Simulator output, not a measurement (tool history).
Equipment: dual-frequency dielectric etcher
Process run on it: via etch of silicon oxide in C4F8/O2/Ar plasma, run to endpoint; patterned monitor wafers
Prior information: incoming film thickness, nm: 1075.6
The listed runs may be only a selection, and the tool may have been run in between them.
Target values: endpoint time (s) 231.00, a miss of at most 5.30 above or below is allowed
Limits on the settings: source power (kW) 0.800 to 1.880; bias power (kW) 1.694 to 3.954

Run 1, day 0.000: source power (kW) 1.340, bias power (kW) 2.824. Result: endpoint time (s) 206.16.
Run 2, day 0.358: source power (kW) 1.550, bias power (kW) 2.824. Result: endpoint time (s) 194.81.
Run 3, day 0.467: source power (kW) 1.550, bias power (kW) 3.054. Result: endpoint time (s) 189.91.
Run 4, day 0.696: source power (kW) 1.400, bias power (kW) 2.960. Result: endpoint time (s) 201.29.
Run 5, day 0.950: source power (kW) 1.400, bias power (kW) 2.778. Result: endpoint time (s) 204.80.
Run 6, day 1.212: source power (kW) 1.400, bias power (kW) 3.087. Result: endpoint time (s) 198.33.
Run 7, day 1.567: source power (kW) 1.290, bias power (kW) 3.018. Result: endpoint time (s) 205.77.
Run 8, day 1.938: source power (kW) 1.200, bias power (kW) 2.964. Result: endpoint time (s) 211.64.
Run 9, day 2.062: source power (kW) 0.930, bias power (kW) 2.759. Result: endpoint time (s) 236.48.

Pick the move, out of 5, that brings all results within their allowed miss; only one does.
Run A, day 2.188: source power (kW) 0.940, bias power (kW) 3.081. Result: endpoint time (s) ?.
Run B, day 2.188: source power (kW) 0.850, bias power (kW) 2.620. Result: endpoint time (s) ?.
Run C, day 2.188: source power (kW) 0.830, bias power (kW) 2.800. Result: endpoint time (s) ?.
Run D, day 2.188: source power (kW) 0.860, bias power (kW) 2.550. Result: endpoint time (s) ?.
Run E, day 2.188: source power (kW) 0.870, bias power (kW) 2.898. Result: endpoint time (s) ?.

move  endpoint time (s)
   A             230.10
   B             249.39
   C             246.91
   D             250.19
   E             240.56
A: in spec on every target
B: further off than the last run
C: further off than the last run
D: further off than the last run
E: further off than the last run
A meets every target.

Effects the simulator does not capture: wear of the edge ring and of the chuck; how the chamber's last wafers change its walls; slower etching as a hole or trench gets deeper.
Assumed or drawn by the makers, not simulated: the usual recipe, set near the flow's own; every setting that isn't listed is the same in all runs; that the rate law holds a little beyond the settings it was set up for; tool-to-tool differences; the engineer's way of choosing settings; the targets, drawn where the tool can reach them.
